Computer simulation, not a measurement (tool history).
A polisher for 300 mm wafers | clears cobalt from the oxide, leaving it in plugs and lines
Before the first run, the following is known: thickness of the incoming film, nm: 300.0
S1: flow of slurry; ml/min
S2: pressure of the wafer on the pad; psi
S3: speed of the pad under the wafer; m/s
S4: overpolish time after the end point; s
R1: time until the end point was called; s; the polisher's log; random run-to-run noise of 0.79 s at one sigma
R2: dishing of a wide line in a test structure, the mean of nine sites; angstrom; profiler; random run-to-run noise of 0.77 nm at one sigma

run    day   S1   S2    S3  S4      R1      R2
  1      0  200  1.6   0.8  28   87.73  474.78
  2  0.267  200  1.6   0.7  28  99.167  457.13
  3  0.525  200  1.6   0.7  23  100.42  414.85
  4  0.779  200  1.7   0.7  22  94.749  426.97
  5  1.067  200  1.8   0.7  20  88.535  404.97
  6  1.296  200  1.9   0.7  20  83.971  416.98
  7  1.629  200    2   0.7  20  81.063   419.4
  8  1.808  205  2.5  0.72  20  63.838  485.82

Expected results for the next run?
     1.896  -- slurry nozzle cleaned
  9  1.896  205  2.5  0.72  19   ?   ?

{"run 9": {"R1": 60.135, "R2": 488.32}}
